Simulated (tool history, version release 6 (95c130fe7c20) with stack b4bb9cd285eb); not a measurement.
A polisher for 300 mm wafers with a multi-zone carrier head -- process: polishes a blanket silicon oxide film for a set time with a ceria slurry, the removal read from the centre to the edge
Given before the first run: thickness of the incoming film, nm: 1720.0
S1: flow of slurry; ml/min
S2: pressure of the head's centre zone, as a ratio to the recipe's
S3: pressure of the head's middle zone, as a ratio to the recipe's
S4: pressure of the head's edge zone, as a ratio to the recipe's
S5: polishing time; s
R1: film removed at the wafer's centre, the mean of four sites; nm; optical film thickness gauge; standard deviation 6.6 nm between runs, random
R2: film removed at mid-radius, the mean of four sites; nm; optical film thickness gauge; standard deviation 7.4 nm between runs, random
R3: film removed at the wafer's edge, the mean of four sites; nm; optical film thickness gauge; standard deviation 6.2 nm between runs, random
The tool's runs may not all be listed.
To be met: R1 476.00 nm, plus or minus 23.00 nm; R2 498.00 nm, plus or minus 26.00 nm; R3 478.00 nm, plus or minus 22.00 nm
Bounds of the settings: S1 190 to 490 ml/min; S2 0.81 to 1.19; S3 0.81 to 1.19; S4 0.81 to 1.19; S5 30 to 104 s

Run 1, hour 0.0: S1 315 ml/min, S2 1.00, S3 1.00, S4 1.00, S5 67 s. Result: R1 345.53 nm, R2 349.99 nm, R3 345.75 nm.
Run 2, hour 3.0: S1 315 ml/min, S2 1.01, S3 1.02, S4 1.02, S5 72 s. Result: R1 377.94 nm, R2 385.66 nm, R3 371.60 nm.
Run 3, hour 7.1: S1 315 ml/min, S2 1.01, S3 1.02, S4 0.95, S5 72 s. Result: R1 377.24 nm, R2 383.17 nm, R3 362.56 nm.
Run 4, hour 8.2: S1 315 ml/min, S2 1.01, S3 1.02, S4 1.03, S5 72 s. Result: R1 383.93 nm, R2 387.56 nm, R3 380.61 nm.
Run 5, hour 15.0: S1 315 ml/min, S2 1.01, S3 1.04, S4 1.05, S5 75 s. Result: R1 390.76 nm, R2 407.92 nm, R3 394.67 nm.
Run 6, hour 18.7: S1 315 ml/min, S2 1.01, S3 1.04, S4 1.05, S5 62 s. Result: R1 326.91 nm, R2 326.60 nm, R3 333.03 nm.
Run 7, hour 21.3: S1 315 ml/min, S2 1.02, S3 1.05, S4 1.07, S5 68 s. Result: R1 358.21 nm, R2 369.56 nm, R3 365.15 nm.
Run 8, hour 28.4: S1 315 ml/min, S2 1.03, S3 1.06, S4 1.09, S5 72 s. Result: R1 384.76 nm, R2 391.71 nm, R3 383.67 nm.
Run 9, hour 34.6: S1 315 ml/min, S2 1.03, S3 1.06, S4 1.10, S5 76 s. Result: R1 402.48 nm, R2 417.78 nm, R3 413.41 nm.
Run 10, hour 37.2: S1 315 ml/min, S2 1.04, S3 1.07, S4 1.11, S5 78 s. Result: R1 423.01 nm, R2 442.65 nm, R3 427.53 nm.
Run 11, hour 45.6: S1 315 ml/min, S2 1.05, S3 1.07, S4 1.12, S5 80 s. Result: R1 435.03 nm, R2 437.77 nm, R3 441.15 nm.

5 next moves are on the table. One of them brings every result within its allowed miss. Which?
Run A, hour 54.0: S1 345 ml/min, S2 0.89, S3 1.06, S4 1.03, S5 101 s. Result: R1 ?, R2 ?, R3 ?.
Run B, hour 54.0: S1 420 ml/min, S2 1.02, S3 1.06, S4 1.07, S5 88 s. Result: R1 ?, R2 ?, R3 ?.
Run C, hour 54.0: S1 295 ml/min, S2 0.95, S3 1.12, S4 1.14, S5 88 s. Result: R1 ?, R2 ?, R3 ?.
Run D, hour 54.0: S1 425 ml/min, S2 0.86, S3 1.19, S4 1.04, S5 89 s. Result: R1 ?, R2 ?, R3 ?.
Run E, hour 54.0: S1 270 ml/min, S2 1.15, S3 1.04, S4 0.92, S5 82 s. Result: R1 ?, R2 ?, R3 ?.

move      R1      R2      R3
   A  454.85  558.86  545.04
   B  462.72  494.39  489.94
   C  416.30  502.34  493.43
   D  394.75  553.21  488.05
   E  464.81  434.68  411.33
A: the result that was furthest off in the last run now lies on the other side of its target
B: meets every target
C: corrects the largest miss of the last run, while another result sits out of spec
D: the result that was furthest off in the last run now lies on the other side of its target
E: the biggest miss grows against the last run
Correct choice: B, which meets every target

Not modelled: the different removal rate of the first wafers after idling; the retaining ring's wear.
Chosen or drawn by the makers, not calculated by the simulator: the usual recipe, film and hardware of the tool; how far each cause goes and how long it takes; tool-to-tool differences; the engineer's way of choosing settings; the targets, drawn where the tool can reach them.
